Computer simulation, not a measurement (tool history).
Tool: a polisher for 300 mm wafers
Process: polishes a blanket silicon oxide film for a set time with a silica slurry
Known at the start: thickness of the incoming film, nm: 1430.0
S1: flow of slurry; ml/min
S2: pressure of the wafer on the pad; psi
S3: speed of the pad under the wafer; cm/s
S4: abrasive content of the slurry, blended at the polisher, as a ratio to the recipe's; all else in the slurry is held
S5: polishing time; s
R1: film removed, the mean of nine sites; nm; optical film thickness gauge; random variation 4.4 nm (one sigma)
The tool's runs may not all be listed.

| run | hour | S1 | S2 | S3 | S4 | S5 | R1 |
|---|---|---|---|---|---|---|---|
| 1 | 0 | 215 | 4.6 | 152 | 1 | 68 | 373.7 |
| 2 | 6.8 | 220 | 5.1 | 152 | 1 | 68 | 400.92 |
| 3 | 11 | 260 | 5.1 | 152 | 1 | 68 | 405.39 |
| 4 | 13.3 | 260 | 5.1 | 170 | 1 | 68 | 450.19 |
| 5 | 17.9 | 260 | 5.3 | 170 | 1 | 68 | 464.76 |
| 6 | 19.4 | 260 | 5.3 | 170 | 1 | 72 | 485.76 |

Run 7 comes next. What will it give?
| 7 | 23.6 | 260 | 5.4 | 170 | 1 | 72 | ? |

{"run 7": {"R1": 494.74}}

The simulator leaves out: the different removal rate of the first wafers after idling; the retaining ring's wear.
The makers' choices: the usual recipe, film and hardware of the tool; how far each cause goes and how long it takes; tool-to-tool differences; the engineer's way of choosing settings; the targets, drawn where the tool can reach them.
